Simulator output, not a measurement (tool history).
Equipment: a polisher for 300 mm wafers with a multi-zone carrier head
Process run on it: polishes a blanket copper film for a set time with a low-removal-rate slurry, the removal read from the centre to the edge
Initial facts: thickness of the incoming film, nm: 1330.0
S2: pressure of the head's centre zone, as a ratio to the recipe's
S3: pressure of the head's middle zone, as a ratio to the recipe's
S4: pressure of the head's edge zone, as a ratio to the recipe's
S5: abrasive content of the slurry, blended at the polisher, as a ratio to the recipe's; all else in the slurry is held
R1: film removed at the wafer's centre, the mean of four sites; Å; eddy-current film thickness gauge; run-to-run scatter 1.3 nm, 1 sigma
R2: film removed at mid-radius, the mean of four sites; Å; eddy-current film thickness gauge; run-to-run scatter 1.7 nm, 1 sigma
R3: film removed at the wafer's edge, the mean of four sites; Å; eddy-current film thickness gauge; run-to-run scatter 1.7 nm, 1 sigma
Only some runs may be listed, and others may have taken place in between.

Run 1, day 0.000: flow of slurry (ml/min) 205, S2 1.00, S3 1.00, S4 1.00, S5 1.00, polishing time (s) 84. Result: R1 2680.8 Å, R2 2779.5 Å, R3 2753.0 Å.
Run 2, day 0.029: flow of slurry (ml/min) 205, S2 1.00, S3 1.00, S4 1.00, S5 1.00, polishing time (s) 101. Result: R1 3191.8 Å, R2 3393.1 Å, R3 3329.8 Å.
Run 3, day 0.146: flow of slurry (ml/min) 205, S2 1.00, S3 1.00, S4 1.00, S5 1.00, polishing time (s) 92. Result: R1 2916.1 Å, R2 3040.0 Å, R3 3021.4 Å.
Run 4, day 0.471: flow of slurry (ml/min) 205, S2 1.00, S3 1.00, S4 1.00, S5 0.80, polishing time (s) 92. Result: R1 2824.9 Å, R2 2952.4 Å, R3 2943.9 Å.
Run 5, day 0.725: flow of slurry (ml/min) 205, S2 1.00, S3 1.00, S4 1.00, S5 0.80, polishing time (s) 105. Result: R1 3203.5 Å, R2 3386.5 Å, R3 3422.1 Å.
Run 6, day 0.925: flow of slurry (ml/min) 195, S2 0.96, S3 0.98, S4 0.96, S5 0.70, polishing time (s) 95. Result: R1 2743.1 Å, R2 2880.6 Å, R3 2944.7 Å.
Run 7, day 0.983: flow of slurry (ml/min) 185, S2 0.92, S3 0.98, S4 0.94, S5 0.65, polishing time (s) 87. Result: R1 2411.3 Å, R2 2594.3 Å, R3 2600.5 Å.
Run 8, day 1.079: flow of slurry (ml/min) 175, S2 0.89, S3 0.97, S4 0.93, S5 0.60, polishing time (s) 82. Result: R1 2125.0 Å, R2 2432.3 Å, R3 2401.6 Å.
Run 9, day 1.425: flow of slurry (ml/min) 160, S2 0.86, S3 0.87, S4 0.83, S5 0.50, polishing time (s) 70. Result: R1 1702.7 Å, R2 1844.3 Å, R3 1909.9 Å.
Run 10, day 1.671: flow of slurry (ml/min) 165, S2 0.86, S3 0.88, S4 0.84, S5 0.50, polishing time (s) 70. Result: R1 1710.3 Å, R2 1873.3 Å, R3 1920.4 Å.

The next listed run, before its measurement:
Run 11, day 1.879: flow of slurry (ml/min) 170, S2 0.86, S3 0.89, S4 0.85, S5 0.50, polishing time (s) 70. Result: R1 ?, R2 ?, R3 ?.

R1: 1698.3 Å
R2: 1875.8 Å
R3: 1953.3 Å
